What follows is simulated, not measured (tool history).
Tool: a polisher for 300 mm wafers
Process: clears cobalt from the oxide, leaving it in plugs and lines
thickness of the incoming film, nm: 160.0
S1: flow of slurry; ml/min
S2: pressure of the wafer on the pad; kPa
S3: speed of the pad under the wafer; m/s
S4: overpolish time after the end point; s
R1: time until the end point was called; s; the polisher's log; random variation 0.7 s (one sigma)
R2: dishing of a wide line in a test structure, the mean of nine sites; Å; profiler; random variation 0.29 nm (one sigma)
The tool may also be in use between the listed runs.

Run 1, hour 0: S1 165 ml/min, S2 12.4 kPa, S3 1 m/s, S4 19 s. Result: R1 32.362 s, R2 200.47 Å.
Run 2, hour 6.4: S1 160 ml/min, S2 12.4 kPa, S3 1 m/s, S4 16 s. Result: R1 32.07 s, R2 191.26 Å.
Run 3, hour 12.5: S1 160 ml/min, S2 12.4 kPa, S3 1.18 m/s, S4 16 s. Result: R1 27.6 s, R2 192.42 Å.
Run 4, hour 17.6: S1 160 ml/min, S2 11.7 kPa, S3 1.18 m/s, S4 16 s. Result: R1 28.721 s, R2 194.04 Å.
Run 5, hour 24: S1 160 ml/min, S2 11.7 kPa, S3 1.34 m/s, S4 16 s. Result: R1 25.923 s, R2 204.06 Å.
Run 6, hour 31.9: S1 150 ml/min, S2 12.4 kPa, S3 1.16 m/s, S4 14 s. Result: R1 28.004 s, R2 197.8 Å.
Run 7, hour 34.2: S1 175 ml/min, S2 12.4 kPa, S3 1.08 m/s, S4 12 s. Result: R1 28.402 s, R2 186.24 Å.
Run 8, hour 35.1: S1 195 ml/min, S2 12.4 kPa, S3 0.98 m/s, S4 11 s. Result: R1 31.498 s, R2 185.97 Å.

The next listed run, before its measurement:
Run 9, hour 38.5: S1 205 ml/min, S2 13.1 kPa, S3 0.88 m/s, S4 10 s. Result: R1 ?, R2 ?.

Run 9 gave R1 32.193 s, R2 179.53 Å.

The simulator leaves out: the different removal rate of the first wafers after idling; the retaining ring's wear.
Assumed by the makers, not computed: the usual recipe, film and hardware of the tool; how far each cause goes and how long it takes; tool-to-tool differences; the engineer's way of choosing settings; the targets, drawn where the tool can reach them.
